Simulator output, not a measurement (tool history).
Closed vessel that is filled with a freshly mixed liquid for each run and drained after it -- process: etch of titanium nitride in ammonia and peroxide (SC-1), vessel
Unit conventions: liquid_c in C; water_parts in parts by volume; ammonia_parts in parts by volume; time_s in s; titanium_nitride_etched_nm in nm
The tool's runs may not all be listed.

run,hour,liquid_c,water_parts,ammonia_parts,time_s,titanium_nitride_etched_nm
1,0.0,50.0,8.5,0.45,230,10.5310
2,4.4,52.0,8.5,0.45,230,12.2840
3,5.7,46.5,8.5,0.45,230,8.2307
4,11.1,46.5,8.5,0.30,230,7.7486
5,13.8,49.5,8.5,0.30,230,9.6191
6,21.0,52.0,8.5,0.30,230,11.4200
7,29.4,60.0,8.5,0.30,230,19.2280

Expected results for the next run?
8,35.0,60.5,8.5,0.30,230,?

{"run 8": {"titanium_nitride_etched_nm": 20.122}}
